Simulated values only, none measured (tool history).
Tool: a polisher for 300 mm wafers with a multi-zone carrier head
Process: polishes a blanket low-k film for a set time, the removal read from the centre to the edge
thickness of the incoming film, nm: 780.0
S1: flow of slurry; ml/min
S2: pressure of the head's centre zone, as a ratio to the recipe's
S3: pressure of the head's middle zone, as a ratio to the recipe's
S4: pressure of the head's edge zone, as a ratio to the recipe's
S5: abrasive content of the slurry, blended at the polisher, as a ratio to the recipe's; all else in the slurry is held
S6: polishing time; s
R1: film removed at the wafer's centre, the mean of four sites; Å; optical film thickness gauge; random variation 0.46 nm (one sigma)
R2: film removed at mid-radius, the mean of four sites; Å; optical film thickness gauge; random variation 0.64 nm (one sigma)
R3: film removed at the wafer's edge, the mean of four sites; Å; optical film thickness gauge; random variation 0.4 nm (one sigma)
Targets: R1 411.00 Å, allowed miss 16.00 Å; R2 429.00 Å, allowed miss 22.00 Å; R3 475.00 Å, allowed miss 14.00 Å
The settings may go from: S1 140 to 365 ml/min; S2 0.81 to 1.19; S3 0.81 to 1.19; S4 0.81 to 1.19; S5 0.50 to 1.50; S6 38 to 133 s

| run | hour | S1 | S2 | S3 | S4 | S5 | S6 | R1 | R2 | R3 |
|---|---|---|---|---|---|---|---|---|---|---|
| 1 | 0.0 | 235 | 1.00 | 1.00 | 1.00 | 1.00 | 85 | 251.83 | 287.98 | 288.86 |
| 2 | 2.2 | 235 | 1.00 | 1.00 | 1.00 | 1.15 | 85 | 271.55 | 305.86 | 310.29 |
| 3 | 9.8 | 240 | 1.01 | 1.00 | 1.04 | 1.25 | 90 | 305.93 | 349.07 | 349.34 |
| 4 | 16.0 | 240 | 1.01 | 1.00 | 1.04 | 1.25 | 78 | 270.18 | 297.20 | 308.41 |
| 5 | 18.3 | 240 | 0.95 | 1.00 | 1.04 | 1.25 | 78 | 252.61 | 293.41 | 306.13 |
| 6 | 24.1 | 240 | 0.91 | 1.00 | 1.04 | 1.25 | 78 | 241.26 | 299.29 | 304.85 |
|  | 31.1 | centre zone pressure recalibrated |
| 7 | 31.1 | 245 | 0.95 | 0.98 | 1.07 | 1.35 | 85 | 311.02 | 329.62 | 355.21 |
| 8 | 38.5 | 240 | 0.94 | 0.99 | 1.10 | 1.40 | 90 | 348.82 | 360.06 | 383.43 |
| 9 | 46.3 | 265 | 0.90 | 0.98 | 1.11 | 1.45 | 93 | 340.00 | 380.77 | 401.25 |
| 10 | 47.3 | 275 | 0.90 | 0.97 | 1.13 | 1.45 | 96 | 358.02 | 390.39 | 421.95 |
| 11 | 50.5 | 280 | 0.90 | 0.97 | 1.15 | 1.45 | 98 | 369.90 | 405.94 | 437.72 |
| 12 | 52.4 | 285 | 0.90 | 0.97 | 1.16 | 1.45 | 99 | 369.02 | 399.22 | 445.11 |
| 13 | 56.1 | 285 | 0.91 | 0.98 | 1.17 | 1.45 | 100 | 376.92 | 418.41 | 455.58 |
| 14 | 60.2 | 285 | 0.92 | 0.98 | 1.18 | 1.45 | 100 | 378.88 | 417.75 | 449.08 |

Which of these 5 next moves meets every target?
| A | 64.3 | 230 | 0.93 | 1.05 | 1.13 | 1.50 | 99 | ? | ? | ? |
| B | 64.3 | 300 | 0.93 | 0.96 | 1.19 | 1.50 | 103 | ? | ? | ? |
| C | 64.3 | 280 | 0.88 | 0.99 | 1.19 | 1.35 | 103 | ? | ? | ? |
| D | 64.3 | 255 | 0.82 | 0.83 | 1.18 | 1.40 | 108 | ? | ? | ? |
| E | 64.3 | 280 | 1.02 | 1.16 | 1.15 | 1.50 | 98 | ? | ? | ? |

| move | R1 | R2 | R3 |
|---|---|---|---|
| A | 378.63 | 421.79 | 434.62 |
| B | 405.62 | 418.90 | 472.82 |
| C | 363.67 | 407.48 | 448.97 |
| D | 356.98 | 373.88 | 474.51 |
| E | 421.14 | 462.66 | 439.68 |
A: further off than the last run
B: meets every target
C: further off than the last run
D: further off than the last run
E: brings the result that was furthest off to its target, and leaves another outside
Move B is the one to make.
